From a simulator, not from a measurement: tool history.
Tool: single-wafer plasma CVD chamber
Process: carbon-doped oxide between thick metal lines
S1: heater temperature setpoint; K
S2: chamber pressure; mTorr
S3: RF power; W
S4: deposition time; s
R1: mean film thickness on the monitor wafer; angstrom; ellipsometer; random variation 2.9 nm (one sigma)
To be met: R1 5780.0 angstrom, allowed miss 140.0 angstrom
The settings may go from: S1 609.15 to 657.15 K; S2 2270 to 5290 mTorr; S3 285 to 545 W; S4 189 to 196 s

Run 1, day 0.000: S1 633.15 K, S2 3780 mTorr, S3 415 W, S4 189 s. Result: R1 7892.7 angstrom.
Run 2, day 0.292: S1 637.15 K, S2 3520 mTorr, S3 385 W, S4 189 s. Result: R1 7249.9 angstrom.
Run 3, day 0.467: S1 639.15 K, S2 3320 mTorr, S3 365 W, S4 189 s. Result: R1 6844.3 angstrom.
Run 4, day 0.650: S1 630.15 K, S2 3320 mTorr, S3 365 W, S4 189 s. Result: R1 6962.8 angstrom.
Run 5, day 0.692: S1 630.15 K, S2 3320 mTorr, S3 365 W, S4 189 s. Result: R1 6941.1 angstrom.
At day 0.754: thermocouple changed; heater temperature recalibrated.
Run 6, day 0.754: S1 630.15 K, S2 2950 mTorr, S3 365 W, S4 189 s. Result: R1 6799.2 angstrom.
Run 7, day 0.829: S1 631.15 K, S2 2810 mTorr, S3 350 W, S4 189 s. Result: R1 6461.0 angstrom.
Run 8, day 1.133: S1 631.15 K, S2 2690 mTorr, S3 340 W, S4 189 s. Result: R1 6324.7 angstrom.
Run 9, day 1.429: S1 631.15 K, S2 2590 mTorr, S3 335 W, S4 189 s. Result: R1 6198.1 angstrom.
Run 10, day 1.788: S1 631.15 K, S2 2510 mTorr, S3 330 W, S4 189 s. Result: R1 6027.4 angstrom.
Run 11, day 1.933: S1 632.15 K, S2 2450 mTorr, S3 330 W, S4 189 s. Result: R1 6036.5 angstrom.
Run 12, day 2.221: S1 632.15 K, S2 2410 mTorr, S3 325 W, S4 189 s. Result: R1 5920.4 angstrom.
Run 13, day 2.308: S1 632.15 K, S2 2380 mTorr, S3 325 W, S4 189 s. Result: R1 5985.6 angstrom.
Run 14, day 2.542: S1 632.15 K, S2 2380 mTorr, S3 325 W, S4 189 s. Result: R1 6009.7 angstrom.
Run 15, day 2.596: S1 632.15 K, S2 2380 mTorr, S3 325 W, S4 189 s. Result: R1 5894.5 angstrom.
Run 16, day 2.654: S1 632.15 K, S2 2350 mTorr, S3 325 W, S4 189 s. Result: R1 5971.1 angstrom.
Run 17, day 2.712: S1 634.15 K, S2 2270 mTorr, S3 310 W, S4 189 s. Result: R1 5578.1 angstrom.

Which of these 5 next moves meets every target?
Run A, day 2.771: S1 630.15 K, S2 2840 mTorr, S3 315 W, S4 196 s. Result: R1 ?.
Run B, day 2.771: S1 630.15 K, S2 2270 mTorr, S3 285 W, S4 189 s. Result: R1 ?.
Run C, day 2.771: S1 620.15 K, S2 3620 mTorr, S3 295 W, S4 192 s. Result: R1 ?.
Run D, day 2.771: S1 629.15 K, S2 2270 mTorr, S3 295 W, S4 189 s. Result: R1 ?.
Run E, day 2.771: S1 635.15 K, S2 2280 mTorr, S3 300 W, S4 190 s. Result: R1 ?.

move      R1
   A  6101.7
   B  5211.0
   C  5850.9
   D  5428.1
   E  5472.3
A: takes the result that was furthest off past its target
B: further off than the last run
C: meets every target
D: further off than the last run
E: further off than the last run
The right move is C.

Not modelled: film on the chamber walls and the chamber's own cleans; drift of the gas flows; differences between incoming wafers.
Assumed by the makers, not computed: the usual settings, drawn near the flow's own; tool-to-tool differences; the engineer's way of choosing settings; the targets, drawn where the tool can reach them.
